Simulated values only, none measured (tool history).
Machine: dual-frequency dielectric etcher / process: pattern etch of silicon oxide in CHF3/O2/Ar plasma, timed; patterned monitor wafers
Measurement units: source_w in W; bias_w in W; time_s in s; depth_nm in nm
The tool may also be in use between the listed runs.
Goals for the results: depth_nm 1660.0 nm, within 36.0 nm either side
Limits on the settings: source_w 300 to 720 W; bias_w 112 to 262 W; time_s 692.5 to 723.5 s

run,day,source_w,bias_w,time_s,depth_nm
1,0.000,510,187,692.5,1466.5
2,0.117,510,163,692.5,1404.5
3,0.454,560,169,693.5,1471.9
4,0.733,560,169,692.5,1470.7
5,0.879,630,169,692.5,1524.5
6,0.988,650,176,694.5,1569.1
7,1.279,670,180,695.5,1577.1
8,1.412,680,186,698.0,1618.5
9,1.488,680,186,698.0,1613.1
10,1.696,680,186,698.0,1611.3

Which one of the following 4 next-run settings gets every result inside its allowed miss? There is exactly one.
A,1.904,550,189,723.5,?
B,1.904,600,188,700.5,?
C,1.904,670,194,715.0,?
D,1.904,650,172,692.5,?

move,depth_nm
A,1562.7
B,1552.1
C,1655.5
D,1534.5
A: the biggest miss grows against the last run
B: the biggest miss grows against the last run
C: in spec on every target
D: the biggest miss grows against the last run
Move C is the one to make.
